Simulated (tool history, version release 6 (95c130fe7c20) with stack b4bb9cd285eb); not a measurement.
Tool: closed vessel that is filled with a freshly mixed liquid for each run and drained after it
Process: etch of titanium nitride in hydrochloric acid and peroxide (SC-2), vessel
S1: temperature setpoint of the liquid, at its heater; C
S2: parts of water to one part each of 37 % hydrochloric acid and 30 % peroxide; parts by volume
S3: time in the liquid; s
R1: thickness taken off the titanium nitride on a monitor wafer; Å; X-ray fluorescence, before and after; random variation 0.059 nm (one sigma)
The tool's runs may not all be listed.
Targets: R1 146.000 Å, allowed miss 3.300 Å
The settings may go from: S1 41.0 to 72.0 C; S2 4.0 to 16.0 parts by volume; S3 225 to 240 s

| run | day | S1 | S2 | S3 | R1 |
|---|---|---|---|---|---|
| 1 | 0.000 | 57.0 | 9.0 | 225 | 95.589 |
| 2 | 0.200 | 57.0 | 9.0 | 240 | 102.960 |
| 3 | 0.250 | 57.0 | 8.0 | 240 | 112.700 |
| 4 | 0.342 | 58.0 | 8.0 | 240 | 119.780 |
| 5 | 0.442 | 59.0 | 8.0 | 240 | 127.820 |
| 6 | 0.679 | 52.0 | 8.0 | 240 | 81.258 |
| 7 | 0.738 | 54.5 | 8.0 | 240 | 96.376 |
| 8 | 0.983 | 56.5 | 8.0 | 240 | 109.610 |
| 9 | 1.300 | 58.0 | 8.0 | 240 | 120.240 |
| 10 | 1.379 | 61.5 | 8.0 | 240 | 149.940 |
| 11 | 1.508 | 61.5 | 8.0 | 240 | 150.080 |

Which of these 4 next moves meets every target?
| A | 1.638 | 59.0 | 6.5 | 225 | ? |
| B | 1.638 | 65.0 | 9.5 | 235 | ? |
| C | 1.638 | 59.0 | 6.5 | 235 | ? |
| D | 1.638 | 60.5 | 7.5 | 225 | ? |

| move | R1 |
|---|---|
| A | 141.060 |
| B | 157.960 |
| C | 147.330 |
| D | 138.680 |
A: takes the result that was furthest off past its target
B: further off than the last run
C: meets every target
D: takes the result that was furthest off past its target
Answer: C
